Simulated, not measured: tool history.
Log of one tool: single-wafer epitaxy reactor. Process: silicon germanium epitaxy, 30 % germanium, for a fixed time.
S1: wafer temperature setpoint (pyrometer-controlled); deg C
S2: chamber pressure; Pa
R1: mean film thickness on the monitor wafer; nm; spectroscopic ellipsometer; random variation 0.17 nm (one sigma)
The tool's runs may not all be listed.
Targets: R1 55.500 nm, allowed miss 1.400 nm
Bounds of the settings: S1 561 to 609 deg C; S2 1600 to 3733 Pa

run 1 day=0.000 | S1=585 S2=2666 | R1=44.793
run 2 day=0.271 | S1=585 S2=3080 | R1=46.700
run 3 day=0.433 | S1=580 S2=3080 | R1=42.957
run 4 day=0.558 | S1=584 S2=3093 | R1=45.934
run 5 day=0.904 | S1=579 S2=3093 | R1=41.890
run 6 day=1.121 | S1=579 S2=2786 | R1=41.004
run 7 day=1.404 | S1=583 S2=2813 | R1=43.939
run 8 day=1.442 | S1=586 S2=2826 | R1=45.923
run 9 day=1.500 | S1=589 S2=2840 | R1=48.758
run 10 day=1.575 | S1=591 S2=2853 | R1=50.401
run 11 day=1.608 | S1=592 S2=2866 | R1=51.388
run 12 day=1.746 | S1=593 S2=2866 | R1=51.989
run 13 day=1.904 | S1=593 S2=2866 | R1=51.796
run 14 day=1.942 | S1=594 S2=2866 | R1=53.178
run 15 day=2.100 | S1=595 S2=2866 | R1=53.885

4 next moves are on the table. One of them brings every result within its allowed miss. Which?
run A day=2.258 | S1=596 S2=2933 | R1=?
run B day=2.258 | S1=594 S2=2786 | R1=?
run C day=2.258 | S1=594 S2=2826 | R1=?
run D day=2.258 | S1=593 S2=2653 | R1=?

move=A R1=55.025
move=B R1=52.590
move=C R1=52.774
move=D R1=51.127
A: meets every target
B: further off than the last run
C: further off than the last run
D: further off than the last run
The right move is A.
